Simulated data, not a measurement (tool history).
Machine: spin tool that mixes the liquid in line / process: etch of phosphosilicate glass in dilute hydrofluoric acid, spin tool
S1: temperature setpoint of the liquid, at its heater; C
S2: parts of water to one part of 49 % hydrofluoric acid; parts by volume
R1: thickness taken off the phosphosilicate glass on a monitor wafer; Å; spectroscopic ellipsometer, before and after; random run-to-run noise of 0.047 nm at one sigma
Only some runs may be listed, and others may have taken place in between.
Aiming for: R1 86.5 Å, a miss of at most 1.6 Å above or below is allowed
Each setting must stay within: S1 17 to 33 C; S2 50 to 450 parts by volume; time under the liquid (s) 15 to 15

run 1 hour=0 | S1=25 S2=250 time_under_the_liquid_(s)=15 | R1=47.811
run 2 hour=2.2 | S1=27 S2=235 time_under_the_liquid_(s)=15 | R1=55.952
run 3 hour=5.5 | S1=28.5 S2=225 time_under_the_liquid_(s)=15 | R1=61.503
run 4 hour=10.1 | S1=29.5 S2=215 time_under_the_liquid_(s)=15 | R1=67.989
run 5 hour=12.6 | S1=30.5 S2=210 time_under_the_liquid_(s)=15 | R1=72.361
run 6 hour=15.8 | S1=30.5 S2=210 time_under_the_liquid_(s)=15 | R1=72.22
run 7 hour=20.1 | S1=31 S2=205 time_under_the_liquid_(s)=15 | R1=75.433
run 8 hour=22.8 | S1=31.5 S2=200 time_under_the_liquid_(s)=15 | R1=79.576
run 9 hour=25.7 | S1=32 S2=200 time_under_the_liquid_(s)=15 | R1=81.295

5 next moves are on the table. One of them brings every result within its allowed miss. Which?
run A hour=28.6 | S1=32 S2=215 time_under_the_liquid_(s)=15 | R1=?
run B hour=28.6 | S1=30.5 S2=200 time_under_the_liquid_(s)=15 | R1=?
run C hour=28.6 | S1=32.5 S2=205 time_under_the_liquid_(s)=15 | R1=?
run D hour=28.6 | S1=30.5 S2=205 time_under_the_liquid_(s)=15 | R1=?
run E hour=28.6 | S1=33 S2=195 time_under_the_liquid_(s)=15 | R1=?

move=A R1=73.663
move=B R1=76.687
move=C R1=79.563
move=D R1=74.355
move=E R1=86.169
A: the biggest miss grows against the last run
B: the biggest miss grows against the last run
C: the biggest miss grows against the last run
D: the biggest miss grows against the last run
E: every result lands within tolerance
Go with E: it meets all targets.
